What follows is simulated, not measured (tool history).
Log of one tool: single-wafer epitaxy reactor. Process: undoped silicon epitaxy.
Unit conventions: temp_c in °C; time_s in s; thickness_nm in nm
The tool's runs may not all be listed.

run 1 hour=0.0 | temp_c=675 time_s=237 | thickness_nm=68.112
run 2 hour=4.4 | temp_c=685 time_s=237 | thickness_nm=81.042
run 3 hour=5.9 | temp_c=693 time_s=237 | thickness_nm=93.489
run 4 hour=8.4 | temp_c=693 time_s=213 | thickness_nm=84.184
run 5 hour=9.3 | temp_c=693 time_s=240 | thickness_nm=95.204
run 6 hour=15.6 | temp_c=699 time_s=240 | thickness_nm=105.500
run 7 hour=16.3 | temp_c=686 time_s=233 | thickness_nm=81.630
run 8 hour=17.6 | temp_c=676 time_s=227 | thickness_nm=66.480
run 9 hour=25.2 | temp_c=669 time_s=223 | thickness_nm=57.505
run 10 hour=32.3 | temp_c=664 time_s=221 | thickness_nm=52.175
run 11 hour=37.4 | temp_c=660 time_s=220 | thickness_nm=48.175

Run 12 has not been measured yet. What should we expect?
run 12 hour=44.1 | temp_c=658 time_s=219 | thickness_nm=?

{"run 12": {"thickness_nm": 46.018}}
